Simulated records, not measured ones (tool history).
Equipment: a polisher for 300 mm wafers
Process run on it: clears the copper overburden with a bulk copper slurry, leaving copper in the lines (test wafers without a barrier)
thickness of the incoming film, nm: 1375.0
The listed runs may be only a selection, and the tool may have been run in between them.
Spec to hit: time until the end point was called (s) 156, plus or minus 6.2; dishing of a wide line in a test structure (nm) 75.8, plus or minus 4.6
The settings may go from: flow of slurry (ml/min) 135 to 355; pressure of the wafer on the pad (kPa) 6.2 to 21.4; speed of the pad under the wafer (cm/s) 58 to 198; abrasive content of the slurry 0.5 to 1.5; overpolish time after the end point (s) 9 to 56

run	hour	flow of slurry (ml/min)	pressure of the wafer on the pad (kPa)	speed of the pad under the wafer (cm/s)	abrasive content of the slurry	overpolish time after the end point (s)	time until the end point was called (s)	dishing of a wide line in a test structure (nm)
1	0	225	13.8	128	1	29	211.03	81.549
2	3.3	225	15.2	130	1	23	189.68	77.247
3	12.2	225	15.9	130	1	21	183.17	75.08
4	16.4	225	15.9	130	0.8	21	194.32	74.043
5	18.2	225	16.5	130	0.8	19	182.93	70.376
6	23.4	225	16.5	130	0.9	19	182.49	72.842
7	27.9	225	17.2	130	0.9	18	173.82	70.122
8	35.1	230	18.6	130	0.9	21	163.01	78.101
9	40.1	230	18.6	130	0.9	20	165.8	79.282
10	46	235	19.3	132	0.9	12	157.61	61.087
11	52	235	19.3	132	0.9	14	157.02	68.341

Pick the move, out of 5, that brings all results within their allowed miss; only one does.
A	58	230	18.6	138	0.8	22	?	?
B	58	195	17.2	146	1	18	?	?
C	58	225	20.7	124	0.85	14	?	?
D	58	190	20	130	1	10	?	?
E	58	275	15.2	154	0.9	15	?	?

move	time until the end point was called (s)	dishing of a wide line in a test structure (nm)
A	158.41	81.202
B	157.82	73.484
C	159.7	65.012
D	156.62	52.819
E	162.29	64.83
A: moves the result that the last run missed by most past its target, out the other side
B: meets every target
C: its largest miss is bigger than the last run's
D: its largest miss is bigger than the last run's
E: its largest miss is bigger than the last run's
B is the move that brings every result within its allowed miss.
